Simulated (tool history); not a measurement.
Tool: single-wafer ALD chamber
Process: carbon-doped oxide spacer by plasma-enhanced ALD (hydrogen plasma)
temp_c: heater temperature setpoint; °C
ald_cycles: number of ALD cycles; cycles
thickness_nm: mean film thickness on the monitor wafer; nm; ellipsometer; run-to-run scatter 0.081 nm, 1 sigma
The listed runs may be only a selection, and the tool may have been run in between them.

Run 1, day 0: temp_c 425 °C, ald_cycles 629 cycles. Result: thickness_nm 28.957 nm.
Run 2, day 0.179: temp_c 425 °C, ald_cycles 598 cycles. Result: thickness_nm 27.548 nm.
Run 3, day 0.467: temp_c 426 °C, ald_cycles 586 cycles. Result: thickness_nm 26.821 nm.
Run 4, day 0.596: temp_c 428 °C, ald_cycles 579 cycles. Result: thickness_nm 26.454 nm.
Run 5, day 0.792: temp_c 429 °C, ald_cycles 571 cycles. Result: thickness_nm 26.044 nm.
Run 6, day 1.062: temp_c 429 °C, ald_cycles 502 cycles. Result: thickness_nm 22.703 nm.
Run 7, day 1.454: temp_c 428 °C, ald_cycles 510 cycles. Result: thickness_nm 23.286 nm.
Run 8, day 1.6: temp_c 428 °C, ald_cycles 510 cycles. Result: thickness_nm 23.107 nm.

Forecast run 9:
Run 9, day 1.917: temp_c 428 °C, ald_cycles 516 cycles. Result: thickness_nm ?.

Run 9 produced thickness_nm 23.603 nm.
